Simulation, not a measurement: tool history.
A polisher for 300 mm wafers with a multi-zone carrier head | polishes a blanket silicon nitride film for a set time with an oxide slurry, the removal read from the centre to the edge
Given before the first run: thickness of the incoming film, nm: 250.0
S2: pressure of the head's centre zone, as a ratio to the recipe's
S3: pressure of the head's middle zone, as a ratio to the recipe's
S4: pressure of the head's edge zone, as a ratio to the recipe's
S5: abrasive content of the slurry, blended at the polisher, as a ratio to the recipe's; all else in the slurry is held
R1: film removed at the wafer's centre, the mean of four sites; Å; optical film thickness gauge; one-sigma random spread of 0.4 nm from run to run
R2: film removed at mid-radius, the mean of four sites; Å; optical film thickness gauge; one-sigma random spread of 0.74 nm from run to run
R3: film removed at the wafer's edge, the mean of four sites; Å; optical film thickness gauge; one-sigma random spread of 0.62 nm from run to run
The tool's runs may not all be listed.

{"run": 1, "hour": 0.0, "flow of slurry (ml/min)": 150, "S2": 1.0, "S3": 1.0, "S4": 1.0, "S5": 1.0, "polishing time (s)": 69, "R1": 724.69, "R2": 694.67, "R3": 707.02}
{"run": 2, "hour": 1.4, "flow of slurry (ml/min)": 150, "S2": 1.0, "S3": 1.0, "S4": 1.0, "S5": 0.8, "polishing time (s)": 69, "R1": 650.2, "R2": 634.35, "R3": 627.92}
{"run": 3, "hour": 4.8, "flow of slurry (ml/min)": 150, "S2": 1.0, "S3": 1.0, "S4": 1.0, "S5": 1.0, "polishing time (s)": 69, "R1": 731.6, "R2": 705.23, "R3": 700.78}
{"run": 4, "hour": 7.8, "flow of slurry (ml/min)": 145, "S2": 0.98, "S3": 1.02, "S4": 1.02, "S5": 1.0, "polishing time (s)": 69, "R1": 703.59, "R2": 702.83, "R3": 706.78}
{"run": 5, "hour": 9.2, "flow of slurry (ml/min)": 145, "S2": 0.98, "S3": 1.02, "S4": 1.06, "S5": 1.0, "polishing time (s)": 69, "R1": 707.86, "R2": 706.55, "R3": 718.6}
{"run": 6, "hour": 11.0, "flow of slurry (ml/min)": 145, "S2": 0.98, "S3": 0.98, "S4": 1.06, "S5": 1.0, "polishing time (s)": 69, "R1": 704.18, "R2": 668.62, "R3": 710.0}
{"run": 7, "hour": 16.6, "flow of slurry (ml/min)": 145, "S2": 0.97, "S3": 1.01, "S4": 1.07, "S5": 1.0, "polishing time (s)": 69, "R1": 697.23, "R2": 703.07, "R3": 724.62}
{"run": 8, "hour": 19.0, "flow of slurry (ml/min)": 140, "S2": 0.96, "S3": 1.02, "S4": 1.07, "S5": 1.0, "polishing time (s)": 69, "R1": 687.75, "R2": 711.77, "R3": 712.04}

Run 9 is up next; what results do you expect?
{"run": 9, "hour": 19.8, "flow of slurry (ml/min)": 140, "S2": 0.95, "S3": 1.03, "S4": 1.09, "S5": 1.0, "polishing time (s)": 69, "R1": "?", "R2": "?", "R3": "?"}

R1: 677.24 Å
R2: 713.47 Å
R3: 729.22 Å

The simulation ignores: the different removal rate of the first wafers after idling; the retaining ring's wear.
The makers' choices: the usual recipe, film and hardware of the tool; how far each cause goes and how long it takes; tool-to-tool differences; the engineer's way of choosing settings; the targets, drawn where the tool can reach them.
